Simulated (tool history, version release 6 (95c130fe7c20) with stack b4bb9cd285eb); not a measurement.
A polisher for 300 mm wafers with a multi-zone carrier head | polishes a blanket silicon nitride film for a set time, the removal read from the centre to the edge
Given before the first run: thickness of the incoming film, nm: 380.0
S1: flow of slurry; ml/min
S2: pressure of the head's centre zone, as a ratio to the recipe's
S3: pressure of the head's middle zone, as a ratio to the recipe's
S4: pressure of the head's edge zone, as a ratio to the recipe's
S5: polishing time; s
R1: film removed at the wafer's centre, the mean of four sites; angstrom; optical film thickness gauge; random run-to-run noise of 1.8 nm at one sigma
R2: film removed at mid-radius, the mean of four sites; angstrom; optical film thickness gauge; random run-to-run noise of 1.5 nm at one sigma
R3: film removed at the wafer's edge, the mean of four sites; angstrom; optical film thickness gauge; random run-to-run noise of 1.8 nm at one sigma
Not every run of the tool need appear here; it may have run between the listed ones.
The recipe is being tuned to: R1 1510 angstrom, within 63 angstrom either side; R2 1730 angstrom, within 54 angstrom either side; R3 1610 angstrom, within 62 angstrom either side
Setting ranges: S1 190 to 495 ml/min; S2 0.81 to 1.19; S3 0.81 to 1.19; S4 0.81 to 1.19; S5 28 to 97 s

run	day	S1	S2	S3	S4	S5	R1	R2	R3
1	0	320	1	1	1	62	1115.4	1107.7	1082.8
2	0.2	320	0.99	1.04	1.04	68	1220.1	1239.4	1224.2
3	0.492	320	1.02	1.04	1.04	68	1241.2	1244.2	1246.7
4	0.529	320	1.02	1.04	1.04	78	1445.7	1445.2	1429.5
5	0.633	325	1.01	1.08	1.06	79	1439.9	1523.1	1459.5
6	0.925	325	1.01	1.05	1.06	79	1439.5	1462.7	1430.9
7	1.221	315	1.01	1.09	1.08	80	1465.7	1527.2	1499.8
8	1.479	320	1.01	1.12	1.09	81	1501.8	1593.9	1514.1
9	1.571	320	1	1.14	1.11	82	1487.3	1620.6	1507.6

Which one of the following 5 next-run settings gets every result inside its allowed miss? There is exactly one.
A	1.662	320	0.92	1.12	1.04	90	?	?	?
B	1.662	355	0.94	1.17	1.05	79	?	?	?
C	1.662	350	1	1.18	0.93	84	?	?	?
D	1.662	340	0.99	1.19	1.01	84	?	?	?
E	1.662	415	1.01	1.19	0.99	78	?	?	?

move	R1	R2	R3
A	1500.8	1742.1	1642.3
B	1360.2	1595.6	1455.8
C	1537.5	1705.4	1482.5
D	1517.9	1712.3	1522
E	1463.2	1614.9	1420.4
A: meets every target
B: the biggest miss grows against the last run
C: brings the last run's worst result on target, with another outside its allowed miss
D: brings the last run's worst result on target, with another outside its allowed miss
E: the biggest miss grows against the last run
The right move is A.
